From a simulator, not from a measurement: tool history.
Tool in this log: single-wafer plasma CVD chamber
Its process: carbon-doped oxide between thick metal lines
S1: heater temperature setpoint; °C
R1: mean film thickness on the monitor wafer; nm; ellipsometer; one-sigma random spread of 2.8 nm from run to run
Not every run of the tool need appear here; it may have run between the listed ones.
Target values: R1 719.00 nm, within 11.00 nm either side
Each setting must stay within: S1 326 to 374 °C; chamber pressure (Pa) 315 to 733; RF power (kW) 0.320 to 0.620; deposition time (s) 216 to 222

{"run": 1, "day": 0.0, "S1": 350, "chamber pressure (Pa)": 524, "RF power (kW)": 0.47, "deposition time (s)": 216, "R1": 900.51}
{"run": 2, "day": 0.142, "S1": 350, "chamber pressure (Pa)": 524, "RF power (kW)": 0.47, "deposition time (s)": 222, "R1": 930.48}
{"run": 3, "day": 0.471, "S1": 354, "chamber pressure (Pa)": 468, "RF power (kW)": 0.425, "deposition time (s)": 221, "R1": 825.85}
{"run": 4, "day": 0.771, "S1": 346, "chamber pressure (Pa)": 468, "RF power (kW)": 0.425, "deposition time (s)": 221, "R1": 838.18}
{"run": 5, "day": 0.962, "S1": 348, "chamber pressure (Pa)": 415, "RF power (kW)": 0.41, "deposition time (s)": 221, "R1": 795.87}
{"run": 6, "day": 1.258, "S1": 359, "chamber pressure (Pa)": 415, "RF power (kW)": 0.41, "deposition time (s)": 221, "R1": 778.86}
{"run": 7, "day": 1.496, "S1": 361, "chamber pressure (Pa)": 380, "RF power (kW)": 0.405, "deposition time (s)": 221, "R1": 763.19}
{"run": 8, "day": 1.629, "S1": 361, "chamber pressure (Pa)": 380, "RF power (kW)": 0.405, "deposition time (s)": 221, "R1": 758.33}
{"run": 9, "day": 1.754, "S1": 363, "chamber pressure (Pa)": 357, "RF power (kW)": 0.4, "deposition time (s)": 221, "R1": 742.37}
{"run": 10, "day": 2.0, "S1": 364, "chamber pressure (Pa)": 343, "RF power (kW)": 0.4, "deposition time (s)": 221, "R1": 738.05}
{"run": 11, "day": 2.104, "S1": 365, "chamber pressure (Pa)": 333, "RF power (kW)": 0.4, "deposition time (s)": 221, "R1": 737.9}

Below are 4 possible settings for the next run. Only one of them brings all results inside the allowed miss of their targets. Which is it?
{"run": "A", "day": 2.208, "S1": 365, "chamber pressure (Pa)": 317, "RF power (kW)": 0.4, "deposition time (s)": 217, "R1": "?"}
{"run": "B", "day": 2.208, "S1": 357, "chamber pressure (Pa)": 325, "RF power (kW)": 0.375, "deposition time (s)": 218, "R1": "?"}
{"run": "C", "day": 2.208, "S1": 367, "chamber pressure (Pa)": 315, "RF power (kW)": 0.385, "deposition time (s)": 216, "R1": "?"}
{"run": "D", "day": 2.208, "S1": 373, "chamber pressure (Pa)": 328, "RF power (kW)": 0.415, "deposition time (s)": 222, "R1": "?"}

move=A R1=719.04
move=B R1=688.01
move=C R1=685.13
move=D R1=752.58
A: every result lands within tolerance
B: takes the result that was furthest off past its target
C: takes the result that was furthest off past its target
D: the biggest miss grows against the last run
A is the move that brings every result within its allowed miss.
